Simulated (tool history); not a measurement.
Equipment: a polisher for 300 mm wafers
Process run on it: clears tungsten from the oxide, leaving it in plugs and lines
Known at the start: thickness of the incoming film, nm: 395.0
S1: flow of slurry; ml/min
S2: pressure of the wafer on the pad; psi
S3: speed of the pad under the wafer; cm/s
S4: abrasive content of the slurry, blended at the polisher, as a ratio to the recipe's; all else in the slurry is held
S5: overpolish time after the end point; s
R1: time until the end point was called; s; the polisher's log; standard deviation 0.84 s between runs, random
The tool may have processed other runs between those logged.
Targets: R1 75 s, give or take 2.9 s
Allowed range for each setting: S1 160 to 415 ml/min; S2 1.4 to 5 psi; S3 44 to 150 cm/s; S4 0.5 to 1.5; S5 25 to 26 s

Run 1, hour 0: S1 265 ml/min, S2 3.2 psi, S3 96 cm/s, S4 1, S5 25 s. Result: R1 148.76 s.
Run 2, hour 7.7: S1 325 ml/min, S2 3.2 psi, S3 96 cm/s, S4 1, S5 25 s. Result: R1 148.1 s.
Run 3, hour 12.4: S1 325 ml/min, S2 2.6 psi, S3 96 cm/s, S4 1, S5 25 s. Result: R1 166.57 s.
Run 4, hour 16.9: S1 275 ml/min, S2 2.6 psi, S3 96 cm/s, S4 1, S5 25 s. Result: R1 164.47 s.
Run 5, hour 18: S1 275 ml/min, S2 2.6 psi, S3 96 cm/s, S4 1, S5 25 s. Result: R1 165.03 s.
Run 6, hour 25.3: S1 275 ml/min, S2 2.6 psi, S3 96 cm/s, S4 1, S5 25 s. Result: R1 167.82 s.
At hour 26: slurry tank refilled with fresh slurry and peroxide.
Run 7, hour 26: S1 275 ml/min, S2 3.2 psi, S3 104 cm/s, S4 1, S5 25 s. Result: R1 118.39 s.
Run 8, hour 31.5: S1 275 ml/min, S2 3.6 psi, S3 104 cm/s, S4 1, S5 25 s. Result: R1 107.52 s.
Run 9, hour 33.2: S1 275 ml/min, S2 3.9 psi, S3 104 cm/s, S4 1, S5 25 s. Result: R1 104.83 s.
Run 10, hour 34.1: S1 275 ml/min, S2 3.9 psi, S3 104 cm/s, S4 1, S5 25 s. Result: R1 104.26 s.
Run 11, hour 35.6: S1 275 ml/min, S2 4.2 psi, S3 106 cm/s, S4 1, S5 25 s. Result: R1 96.12 s.
Run 12, hour 43.6: S1 275 ml/min, S2 4.4 psi, S3 108 cm/s, S4 1, S5 25 s. Result: R1 92.33 s.
Run 13, hour 45.7: S1 270 ml/min, S2 4.6 psi, S3 110 cm/s, S4 1, S5 25 s. Result: R1 86.837 s.
Run 14, hour 54.5: S1 270 ml/min, S2 4.7 psi, S3 112 cm/s, S4 1, S5 25 s. Result: R1 83.52 s.

Which of these 5 next moves meets every target?
Run A, hour 63.3: S1 215 ml/min, S2 5 psi, S3 108 cm/s, S4 1, S5 25 s. Result: R1 ?.
Run B, hour 63.3: S1 280 ml/min, S2 5 psi, S3 106 cm/s, S4 0.7, S5 26 s. Result: R1 ?.
Run C, hour 63.3: S1 260 ml/min, S2 4.7 psi, S3 120 cm/s, S4 1.3, S5 26 s. Result: R1 ?.
Run D, hour 63.3: S1 290 ml/min, S2 4.8 psi, S3 116 cm/s, S4 0.95, S5 25 s. Result: R1 ?.
Run E, hour 63.3: S1 190 ml/min, S2 5 psi, S3 106 cm/s, S4 1.15, S5 25 s. Result: R1 ?.

move      R1
   A  85.638
   B  92.031
   C  75.176
   D  81.326
   E  85.431
A: its largest miss is bigger than the last run's
B: its largest miss is bigger than the last run's
C: every result within its allowed miss
D: nearer the targets than the last run, but a result is still out of spec
E: its largest miss is bigger than the last run's
The right move is C.
